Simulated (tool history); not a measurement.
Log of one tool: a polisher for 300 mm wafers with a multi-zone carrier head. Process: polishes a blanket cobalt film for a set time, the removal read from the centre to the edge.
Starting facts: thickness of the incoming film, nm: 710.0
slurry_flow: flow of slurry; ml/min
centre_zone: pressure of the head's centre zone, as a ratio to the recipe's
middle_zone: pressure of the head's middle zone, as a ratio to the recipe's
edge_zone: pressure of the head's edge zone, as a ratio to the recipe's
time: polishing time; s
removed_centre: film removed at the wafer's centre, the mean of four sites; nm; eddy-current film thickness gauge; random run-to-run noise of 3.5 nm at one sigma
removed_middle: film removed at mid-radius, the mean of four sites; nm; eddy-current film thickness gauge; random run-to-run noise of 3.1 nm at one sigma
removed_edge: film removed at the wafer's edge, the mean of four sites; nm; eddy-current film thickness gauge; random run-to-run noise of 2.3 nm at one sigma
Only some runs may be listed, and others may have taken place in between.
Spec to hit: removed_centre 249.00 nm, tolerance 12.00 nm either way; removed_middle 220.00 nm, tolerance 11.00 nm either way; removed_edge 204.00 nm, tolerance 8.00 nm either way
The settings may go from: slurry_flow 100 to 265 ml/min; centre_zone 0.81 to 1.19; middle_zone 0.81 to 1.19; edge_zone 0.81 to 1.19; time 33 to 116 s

run  hour  slurry_flow  centre_zone  middle_zone  edge_zone  time  removed_centre  removed_middle  removed_edge
  1   0.0          170         1.00         1.00       1.00    74          170.99          179.40        172.20
  2   6.8          170         0.92         1.00       1.00    74          162.60          184.54        172.58
  3   8.7          170         0.92         1.06       1.00    74          163.14          183.69        172.73
  4  15.4          180         0.96         1.06       0.99    76          169.30          190.24        172.44
  5  20.1          180         0.96         1.06       0.99    84          194.95          209.93        198.54
  6  26.1          185         0.99         1.06       0.98    85          192.59          215.04        198.57
  7  27.1          175         1.02         1.05       0.97    87          208.39          216.66        198.52
  8  31.9          170         1.04         1.04       0.97    88          215.65          215.52        199.12
  9  33.3          170         1.05         1.04       0.97    89          218.56          218.64        201.30
 10  34.5          170         1.07         1.04       0.97    90          225.58          225.33        207.14
 11  40.0          165         1.09         1.03       0.97    90          234.20          219.98        205.97
 12  41.5          165         1.10         1.03       0.97    90          231.92          225.86        205.19

Which of these 4 next moves meets every target?
  A  43.0          135         1.17         1.01       0.91    95               ?               ?             ?
  B  43.0          165         1.06         0.99       1.02    89               ?               ?             ?
  C  43.0          185         1.06         1.04       0.98    86               ?               ?             ?
  D  43.0          180         0.99         1.15       1.09    81               ?               ?             ?

move  removed_centre  removed_middle  removed_edge
   A          252.18          226.60        206.77
   B          221.89          216.32        209.37
   C          218.51          220.17        200.75
   D          191.41          222.36        198.41
A: in spec on every target
B: the biggest miss grows against the last run
C: the biggest miss grows against the last run
D: the biggest miss grows against the last run
Correct choice: A, which meets every target

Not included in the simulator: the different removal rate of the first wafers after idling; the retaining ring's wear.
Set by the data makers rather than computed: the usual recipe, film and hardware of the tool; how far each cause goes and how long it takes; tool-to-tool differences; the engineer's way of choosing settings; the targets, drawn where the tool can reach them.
